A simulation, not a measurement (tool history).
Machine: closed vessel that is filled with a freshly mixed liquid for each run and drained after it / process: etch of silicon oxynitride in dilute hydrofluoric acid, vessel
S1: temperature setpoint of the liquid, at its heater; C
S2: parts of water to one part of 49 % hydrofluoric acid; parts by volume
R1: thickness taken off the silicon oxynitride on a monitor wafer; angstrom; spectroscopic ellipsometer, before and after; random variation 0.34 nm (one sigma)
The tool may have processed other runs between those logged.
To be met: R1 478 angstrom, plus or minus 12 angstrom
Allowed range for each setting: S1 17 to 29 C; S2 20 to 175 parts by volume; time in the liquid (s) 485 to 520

run 1 day=0 | S1=21 S2=95 time_in_the_liquid_(s)=485 | R1=176.7
run 2 day=0.05 | S1=21 S2=95 time_in_the_liquid_(s)=485 | R1=176.55
run 3 day=0.092 | S1=21 S2=80 time_in_the_liquid_(s)=485 | R1=213.64
run 4 day=0.446 | S1=21 S2=110 time_in_the_liquid_(s)=485 | R1=152.27
run 5 day=0.529 | S1=21 S2=110 time_in_the_liquid_(s)=520 | R1=159.65
run 6 day=0.817 | S1=22.5 S2=100 time_in_the_liquid_(s)=520 | R1=192.42
run 7 day=0.871 | S1=23.5 S2=90 time_in_the_liquid_(s)=520 | R1=227.55
run 8 day=0.938 | S1=23.5 S2=90 time_in_the_liquid_(s)=520 | R1=227.78
run 9 day=1.104 | S1=27.5 S2=50 time_in_the_liquid_(s)=520 | R1=505.79
run 10 day=1.321 | S1=27 S2=50 time_in_the_liquid_(s)=520 | R1=502.98

Below are 4 possible settings for the next run. Only one of them brings all results inside the allowed miss of their targets. Which is it?
run A day=1.538 | S1=27.5 S2=45 time_in_the_liquid_(s)=485 | R1=?
run B day=1.538 | S1=27 S2=45 time_in_the_liquid_(s)=500 | R1=?
run C day=1.538 | S1=29 S2=50 time_in_the_liquid_(s)=495 | R1=?
run D day=1.538 | S1=27.5 S2=50 time_in_the_liquid_(s)=485 | R1=?

move=A R1=530.2
move=B R1=533.7
move=C R1=520.33
move=D R1=474.97
A: misses by more than the last run did
B: misses by more than the last run did
C: misses by more than the last run did
D: meets every target
D meets every target.

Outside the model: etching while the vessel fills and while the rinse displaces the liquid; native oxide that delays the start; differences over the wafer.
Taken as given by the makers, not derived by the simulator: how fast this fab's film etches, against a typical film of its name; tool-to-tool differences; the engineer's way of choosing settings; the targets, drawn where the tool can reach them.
